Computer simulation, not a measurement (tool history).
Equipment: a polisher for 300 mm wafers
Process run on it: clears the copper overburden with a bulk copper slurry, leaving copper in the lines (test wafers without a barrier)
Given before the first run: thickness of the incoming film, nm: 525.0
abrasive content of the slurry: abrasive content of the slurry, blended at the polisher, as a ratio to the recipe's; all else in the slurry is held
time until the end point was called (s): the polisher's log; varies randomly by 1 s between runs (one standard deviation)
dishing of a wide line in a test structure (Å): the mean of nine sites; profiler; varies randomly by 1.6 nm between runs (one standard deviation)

run,hour,flow of slurry (ml/min),pressure of the wafer on the pad (psi),speed of the pad under the wafer (m/s),abrasive content of the slurry,overpolish time after the end point (s),time until the end point was called (s),dishing of a wide line in a test structure (Å)
1,0,135,2.2,0.84,1,24,69.333,805.35
2,2.2,135,2.7,0.84,1,24,58.078,960.95
3,4.6,135,2.7,0.96,1,24,50.488,998.37
4,7.9,130,2.4,0.94,1,25,59.313,949.78
5,9.2,130,2.4,0.94,1,28,58.308,981.02
6,17.4,130,2.4,1.06,1,28,52.235,1019
7,18.8,125,2.1,1.04,1,28,60.267,925.61
8,20.8,120,1.9,1.02,1,28,68.133,840.74

Run 9, settings as shown, results not yet in. Your forecast:
9,26.2,120,1.9,1.02,1,28,?,?

{"run 9": {"time until the end point was called (s)": 68.513, "dishing of a wide line in a test structure (Å)": 857.25}}

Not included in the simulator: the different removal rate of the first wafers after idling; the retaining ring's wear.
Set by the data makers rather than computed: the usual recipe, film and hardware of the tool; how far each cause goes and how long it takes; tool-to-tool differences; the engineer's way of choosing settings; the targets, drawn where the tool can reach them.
